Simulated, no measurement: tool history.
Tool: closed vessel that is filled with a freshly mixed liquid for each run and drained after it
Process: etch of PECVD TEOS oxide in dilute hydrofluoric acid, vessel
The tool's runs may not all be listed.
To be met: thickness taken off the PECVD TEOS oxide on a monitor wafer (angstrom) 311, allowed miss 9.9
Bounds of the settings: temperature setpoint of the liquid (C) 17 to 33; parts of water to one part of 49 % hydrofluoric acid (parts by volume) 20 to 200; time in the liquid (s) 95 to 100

run  hour  temperature setpoint of the liquid (C)  parts of water to one part of 49 % hydrofluoric acid (parts by volume)  time in the liquid (s)  thickness taken off the PECVD TEOS oxide on a monitor wafer (angstrom)
  1     0                                      25                                                                     110                      95                                                                  142.17
  2   3.4                                      27                                                                      95                      95                                                                  186.68
  3   4.6                                    29.5                                                                      95                      95                                                                   203.2
  4  10.3                                    29.5                                                                      95                     100                                                                  211.83
  5  17.1                                      32                                                                      95                     100                                                                  234.15
  6    19                                      32                                                                      95                     100                                                                  233.87
  7  21.2                                    32.5                                                                      90                     100                                                                  256.23
  8  22.6                                    32.5                                                                      85                     100                                                                  271.16
  9  23.5                                    32.5                                                                      80                     100                                                                  289.24

Which of these 5 next moves meets every target?
  A  24.4                                      33                                                                      85                     100                                                                       ?
  B  24.4                                    28.5                                                                      80                     100                                                                       ?
  C  24.4                                    31.5                                                                      70                      95                                                                       ?
  D  24.4                                    32.5                                                                      80                      95                                                                       ?
  E  24.4                                    32.5                                                                      85                      95                                                                       ?

move  thickness taken off the PECVD TEOS oxide on a monitor wafer (angstrom)
   A                                                                  276.13
   B                                                                  249.31
   C                                                                  308.19
   D                                                                  275.72
   E                                                                  257.51
A: further off than the last run
B: further off than the last run
C: meets every target
D: further off than the last run
E: further off than the last run
Answer: C

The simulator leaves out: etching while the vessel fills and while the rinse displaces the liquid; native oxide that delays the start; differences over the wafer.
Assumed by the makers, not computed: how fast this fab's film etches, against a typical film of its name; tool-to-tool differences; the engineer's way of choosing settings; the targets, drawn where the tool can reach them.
